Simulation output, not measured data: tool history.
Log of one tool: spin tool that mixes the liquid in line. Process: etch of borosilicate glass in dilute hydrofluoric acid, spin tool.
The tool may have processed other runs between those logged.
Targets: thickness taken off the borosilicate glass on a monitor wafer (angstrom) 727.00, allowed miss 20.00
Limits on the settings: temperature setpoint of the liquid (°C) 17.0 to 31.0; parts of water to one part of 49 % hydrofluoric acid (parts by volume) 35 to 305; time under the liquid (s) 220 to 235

run  hour  temperature setpoint of the liquid (°C)  parts of water to one part of 49 % hydrofluoric acid (parts by volume)  time under the liquid (s)  thickness taken off the borosilicate glass on a monitor wafer (angstrom)
  1   0.0                                     23.0                                                                     170                        220                                                                    430.25
  2   6.0                                     20.5                                                                     170                        220                                                                    383.25
  3   8.6                                     22.5                                                                     165                        220                                                                    437.28
  4  17.4                                     22.5                                                                     190                        220                                                                    367.22
  5  18.3                                     22.5                                                                     150                        220                                                                    484.18
  6  20.9                                     19.0                                                                     150                        220                                                                    425.56
  7  25.4                                     21.5                                                                     145                        220                                                                    483.33
  8  27.5                                     23.5                                                                     145                        220                                                                    512.85
  9  35.8                                     25.0                                                                     140                        220                                                                    573.03
 10  41.8                                     29.0                                                                     135                        220                                                                    693.94

4 next moves are on the table. One of them brings every result within its allowed miss. Which?
  A  47.8                                     29.5                                                                     140                        220                                                                         ?
  B  47.8                                     25.0                                                                     115                        220                                                                         ?
  C  47.8                                     27.5                                                                     140                        230                                                                         ?
  D  47.8                                     30.0                                                                     145                        220                                                                         ?

move  thickness taken off the borosilicate glass on a monitor wafer (angstrom)
   A                                                                    684.14
   B                                                                    725.85
   C                                                                    664.49
   D                                                                    668.22
A: its largest miss is bigger than the last run's
B: all results land within tolerance of their targets
C: its largest miss is bigger than the last run's
D: its largest miss is bigger than the last run's
Answer: B

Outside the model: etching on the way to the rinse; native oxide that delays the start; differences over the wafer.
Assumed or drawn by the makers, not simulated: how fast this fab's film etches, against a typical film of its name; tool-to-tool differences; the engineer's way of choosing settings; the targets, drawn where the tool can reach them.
